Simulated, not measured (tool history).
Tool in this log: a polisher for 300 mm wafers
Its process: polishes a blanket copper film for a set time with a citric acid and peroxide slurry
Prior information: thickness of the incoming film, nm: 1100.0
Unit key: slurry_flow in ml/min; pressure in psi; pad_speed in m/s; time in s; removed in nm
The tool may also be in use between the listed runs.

run,hour,slurry_flow,pressure,pad_speed,slurry_solids,time,removed
1,0.0,155,3.4,1.04,1.0,64,143.26
2,7.1,160,3.7,1.04,1.0,64,156.25
3,12.2,160,3.9,1.04,1.0,64,167.39
4,19.1,130,3.9,1.04,1.0,64,164.23
5,27.6,130,3.9,1.16,1.0,64,181.97
6,35.4,130,4.0,1.16,1.0,64,183.37
7,37.0,130,4.1,1.16,1.0,64,190.85
8,39.7,130,4.2,1.16,1.0,64,192.88
9,45.1,130,4.3,1.16,1.0,64,198.78

Estimate the outcome of run 10 from the log above:
10,51.0,130,4.4,1.16,1.0,64,?

Run 10 came out at removed 204.43 nm.
